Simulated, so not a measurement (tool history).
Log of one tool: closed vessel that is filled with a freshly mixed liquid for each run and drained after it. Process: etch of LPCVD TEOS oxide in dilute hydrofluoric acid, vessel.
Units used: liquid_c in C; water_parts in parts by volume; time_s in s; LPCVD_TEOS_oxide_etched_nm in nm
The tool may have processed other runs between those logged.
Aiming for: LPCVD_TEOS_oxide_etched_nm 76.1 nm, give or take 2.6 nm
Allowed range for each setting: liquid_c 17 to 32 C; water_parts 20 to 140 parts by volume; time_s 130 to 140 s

run,hour,liquid_c,water_parts,time_s,LPCVD_TEOS_oxide_etched_nm
1,0,24,75,130,49.914
2,4.4,25.5,75,130,53.617
3,6.9,22,75,130,46.021
4,13.5,22,90,130,38.142
5,19.7,22,110,130,30.392
6,25.1,22,110,140,32.151
7,28.7,24,100,140,39.48
8,31.9,25.5,95,140,43.669
9,37.3,26.5,90,140,49.352

Pick the move, out of 4, that brings all results within their allowed miss; only one does.
A,42.7,27,65,140,?
B,42.7,26.5,65,140,?
C,42.7,29,60,140,?
D,42.7,28.5,65,140,?

move,LPCVD_TEOS_oxide_etched_nm
A,70.936
B,69.54
C,83.752
D,75.257
A: nearer the targets than the last run, but a result is still out of spec
B: nearer the targets than the last run, but a result is still out of spec
C: the result that was furthest off in the last run now lies on the other side of its target
D: every result within its allowed miss
The move that meets every target is D.

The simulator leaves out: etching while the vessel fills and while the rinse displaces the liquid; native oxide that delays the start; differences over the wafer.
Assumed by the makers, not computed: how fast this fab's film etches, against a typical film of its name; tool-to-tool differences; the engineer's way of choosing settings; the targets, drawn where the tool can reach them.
